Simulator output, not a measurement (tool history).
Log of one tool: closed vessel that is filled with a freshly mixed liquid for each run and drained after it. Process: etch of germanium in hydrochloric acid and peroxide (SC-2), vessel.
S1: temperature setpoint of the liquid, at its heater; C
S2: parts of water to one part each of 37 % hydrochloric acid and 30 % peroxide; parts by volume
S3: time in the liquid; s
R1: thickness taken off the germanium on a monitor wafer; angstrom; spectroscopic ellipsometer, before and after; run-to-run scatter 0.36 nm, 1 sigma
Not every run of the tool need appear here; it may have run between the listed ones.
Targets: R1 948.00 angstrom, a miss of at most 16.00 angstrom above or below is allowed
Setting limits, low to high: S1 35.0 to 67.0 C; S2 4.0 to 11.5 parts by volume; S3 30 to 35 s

{"run": 1, "hour": 0.0, "S1": 51.0, "S2": 6.5, "S3": 35, "R1": 1027.3}
{"run": 2, "hour": 3.8, "S1": 50.5, "S2": 6.5, "S3": 35, "R1": 1014.0}
{"run": 3, "hour": 10.2, "S1": 50.5, "S2": 6.5, "S3": 35, "R1": 1016.9}
{"run": 4, "hour": 15.2, "S1": 50.0, "S2": 6.5, "S3": 35, "R1": 992.38}
{"run": 5, "hour": 17.4, "S1": 50.0, "S2": 6.5, "S3": 30, "R1": 855.13}
{"run": 6, "hour": 19.8, "S1": 50.5, "S2": 6.5, "S3": 30, "R1": 868.91}
{"run": 7, "hour": 20.9, "S1": 51.0, "S2": 6.5, "S3": 30, "R1": 882.54}
{"run": 8, "hour": 27.8, "S1": 51.5, "S2": 6.5, "S3": 30, "R1": 894.54}

Next run, 4 choices. One meets every target within its allowed miss, the rest don't. Which?
{"run": "A", "hour": 34.7, "S1": 48.5, "S2": 6.0, "S3": 35, "R1": "?"}
{"run": "B", "hour": 34.7, "S1": 48.5, "S2": 6.0, "S3": 30, "R1": "?"}
{"run": "C", "hour": 34.7, "S1": 50.5, "S2": 10.0, "S3": 35, "R1": "?"}
{"run": "D", "hour": 34.7, "S1": 49.5, "S2": 5.5, "S3": 35, "R1": "?"}

move=A R1=946.45
move=B R1=811.25
move=C R1=977.14
move=D R1=980.65
A: each result inside its tolerance
B: misses by more than the last run did
C: carries the result that was furthest off beyond its target, to the other side
D: carries the result that was furthest off beyond its target, to the other side
Go with A: it meets all targets.
